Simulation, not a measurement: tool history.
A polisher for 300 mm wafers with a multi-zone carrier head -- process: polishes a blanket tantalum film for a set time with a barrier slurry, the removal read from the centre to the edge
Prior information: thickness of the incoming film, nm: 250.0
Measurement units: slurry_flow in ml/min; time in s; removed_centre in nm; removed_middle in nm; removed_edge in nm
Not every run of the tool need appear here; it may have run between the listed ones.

run	hour	slurry_flow	centre_zone	middle_zone	edge_zone	slurry_solids	time	removed_centre	removed_middle	removed_edge
1	0.0	180	1.00	1.00	1.00	1.00	35	33.226	32.268	32.105
2	5.8	165	0.97	0.97	1.02	1.00	35	31.982	31.741	32.095
3	11.7	155	0.95	0.93	1.05	0.95	35	30.150	29.491	31.778
4	18.8	155	0.95	0.93	1.05	0.95	28	24.294	23.239	25.268
5	23.0	180	0.95	0.93	1.05	0.95	28	25.237	23.871	26.165
6	29.6	200	0.94	0.94	1.09	1.00	28	25.883	25.053	27.422
7	31.0	215	0.93	0.93	1.12	1.05	28	26.406	25.878	28.508
8	38.4	225	0.92	0.91	1.14	1.10	28	26.428	25.976	29.685
9	40.7	235	0.92	0.91	1.15	1.10	28	26.831	26.246	30.042
10	47.6	245	0.92	0.91	1.16	1.10	28	26.864	26.244	29.731
11	55.1	245	0.92	0.90	1.17	1.15	28	27.356	26.437	30.487

Run 12 comes next. What will it give?
12	59.3	250	0.92	0.90	1.18	1.15	28	?	?	?

{"run 12": {"removed_centre": 27.806, "removed_middle": 26.823, "removed_edge": 30.911}}
